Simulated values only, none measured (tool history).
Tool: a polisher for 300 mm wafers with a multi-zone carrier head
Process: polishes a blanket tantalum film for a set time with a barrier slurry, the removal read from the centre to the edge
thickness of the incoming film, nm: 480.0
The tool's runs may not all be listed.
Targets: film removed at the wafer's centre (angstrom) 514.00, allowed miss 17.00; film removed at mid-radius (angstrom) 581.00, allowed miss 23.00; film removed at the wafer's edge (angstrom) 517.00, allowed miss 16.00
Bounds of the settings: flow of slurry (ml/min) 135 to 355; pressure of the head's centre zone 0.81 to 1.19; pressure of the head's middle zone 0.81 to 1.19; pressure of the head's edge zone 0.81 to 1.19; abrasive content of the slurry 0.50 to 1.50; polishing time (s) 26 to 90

run	day	flow of slurry (ml/min)	pressure of the head's centre zone	pressure of the head's middle zone	pressure of the head's edge zone	abrasive content of the slurry	polishing time (s)	film removed at the wafer's centre (angstrom)	film removed at mid-radius (angstrom)	film removed at the wafer's edge (angstrom)
1	0.000	225	1.00	1.00	1.00	1.00	58	699.53	714.47	665.55
2	0.204	225	1.00	1.00	1.00	1.10	58	725.82	732.45	700.65
3	0.275	220	0.98	0.99	0.99	1.05	58	689.38	705.49	678.10
4	0.617	220	0.91	0.99	0.99	1.05	58	663.37	704.44	672.63
5	0.775	220	0.91	0.99	0.94	1.05	58	641.74	713.47	646.46
6	1.054	200	0.91	0.99	0.94	1.05	58	641.56	701.79	661.07
7	1.404	205	0.90	0.98	0.93	1.00	58	628.09	686.56	645.85
8	1.762	210	0.90	0.98	0.92	0.95	58	629.94	696.92	627.52
9	1.954	165	0.81	0.88	0.86	0.70	56	463.02	520.41	520.14
10	2.154	175	0.82	0.89	0.86	0.70	56	470.22	533.49	524.72
11	2.450	185	0.83	0.90	0.86	0.70	56	486.09	543.30	518.20
12	2.629	190	0.83	0.90	0.86	0.70	56	487.20	537.37	529.68

4 next moves are on the table. One of them brings every result within its allowed miss. Which?
A	2.808	205	0.81	0.97	0.84	0.85	51	?	?	?
B	2.808	190	0.81	0.97	0.85	1.00	50	?	?	?
C	2.808	170	0.88	0.97	0.81	0.75	55	?	?	?
D	2.808	175	0.81	0.83	0.92	1.05	47	?	?	?

move	film removed at the wafer's centre (angstrom)	film removed at mid-radius (angstrom)	film removed at the wafer's edge (angstrom)
A	467.78	569.92	515.59
B	476.86	581.76	530.37
C	508.32	571.44	513.44
D	447.73	481.18	518.85
A: brings the result that was furthest off to its target, and leaves another outside
B: brings the result that was furthest off to its target, and leaves another outside
C: meets every target
D: further off than the last run
The right move is C.
